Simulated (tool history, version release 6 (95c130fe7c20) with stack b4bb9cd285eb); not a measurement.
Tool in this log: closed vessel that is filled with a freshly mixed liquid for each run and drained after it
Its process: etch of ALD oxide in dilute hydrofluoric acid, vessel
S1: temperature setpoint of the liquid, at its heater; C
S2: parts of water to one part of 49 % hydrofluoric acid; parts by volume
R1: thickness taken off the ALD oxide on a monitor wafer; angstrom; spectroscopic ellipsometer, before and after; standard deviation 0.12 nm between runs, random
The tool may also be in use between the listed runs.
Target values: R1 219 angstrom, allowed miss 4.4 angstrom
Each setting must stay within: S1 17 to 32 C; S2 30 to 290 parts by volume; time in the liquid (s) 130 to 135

run 1 day=0 | S1=24 S2=160 time_in_the_liquid_(s)=130 | R1=100.65
run 2 day=0.271 | S1=26.5 S2=140 time_in_the_liquid_(s)=130 | R1=129.88
run 3 day=0.471 | S1=26.5 S2=140 time_in_the_liquid_(s)=135 | R1=134.43
run 4 day=0.812 | S1=28 S2=125 time_in_the_liquid_(s)=135 | R1=164.33
run 5 day=1.188 | S1=29.5 S2=120 time_in_the_liquid_(s)=135 | R1=181.92
run 6 day=1.371 | S1=29.5 S2=120 time_in_the_liquid_(s)=135 | R1=180.24
run 7 day=1.746 | S1=30.5 S2=115 time_in_the_liquid_(s)=135 | R1=198.03
run 8 day=2.004 | S1=31 S2=115 time_in_the_liquid_(s)=135 | R1=202.15
run 9 day=2.183 | S1=31.5 S2=115 time_in_the_liquid_(s)=135 | R1=206.71
run 10 day=2.217 | S1=31.5 S2=115 time_in_the_liquid_(s)=135 | R1=204.41
run 11 day=2.458 | S1=32 S2=105 time_in_the_liquid_(s)=135 | R1=233.68

Exactly one of the 5 candidate moves below puts every result within its allowed miss. Which one?
run A day=2.7 | S1=32 S2=95 time_in_the_liquid_(s)=135 | R1=?
run B day=2.7 | S1=32 S2=100 time_in_the_liquid_(s)=135 | R1=?
run C day=2.7 | S1=31.5 S2=90 time_in_the_liquid_(s)=135 | R1=?
run D day=2.7 | S1=31 S2=95 time_in_the_liquid_(s)=135 | R1=?
run E day=2.7 | S1=32 S2=110 time_in_the_liquid_(s)=135 | R1=?

move=A R1=261.54
move=B R1=246.62
move=C R1=273.02
move=D R1=252
move=E R1=220.94
A: misses by more than the last run did
B: misses by more than the last run did
C: misses by more than the last run did
D: misses by more than the last run did
E: all results in spec
Correct choice: E, which meets every target
